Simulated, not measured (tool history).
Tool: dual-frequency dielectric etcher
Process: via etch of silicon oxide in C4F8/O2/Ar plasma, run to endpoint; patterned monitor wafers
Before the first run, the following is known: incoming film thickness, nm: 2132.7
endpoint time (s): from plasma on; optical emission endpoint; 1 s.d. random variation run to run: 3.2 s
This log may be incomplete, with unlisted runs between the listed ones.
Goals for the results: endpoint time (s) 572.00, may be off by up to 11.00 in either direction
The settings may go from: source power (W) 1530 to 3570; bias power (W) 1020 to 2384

run,hour,source power (W),bias power (W),endpoint time (s)
1,0.0,2550,1702,417.59
2,4.0,2550,1887,399.92
3,7.2,2320,1688,438.17
4,11.6,2050,1688,479.11
5,20.4,2050,1532,490.95
6,24.9,1930,1508,515.02
7,28.2,1530,1428,610.23
8,29.3,1570,1430,595.56
9,36.7,1600,1431,587.24
10,44.9,1620,1432,585.31

4 next moves are on the table. One of them brings every result within its allowed miss. Which?
A,53.1,1730,1314,?
B,53.1,1730,1543,?
C,53.1,1950,1247,?
D,53.1,1860,1308,?

move,endpoint time (s)
A,570.60
B,541.75
C,535.67
D,544.18
A: in spec on every target
B: takes the biggest miss from the last run beyond its target
C: takes the biggest miss from the last run beyond its target
D: takes the biggest miss from the last run beyond its target
So the answer is move A, the one that meets all the targets.
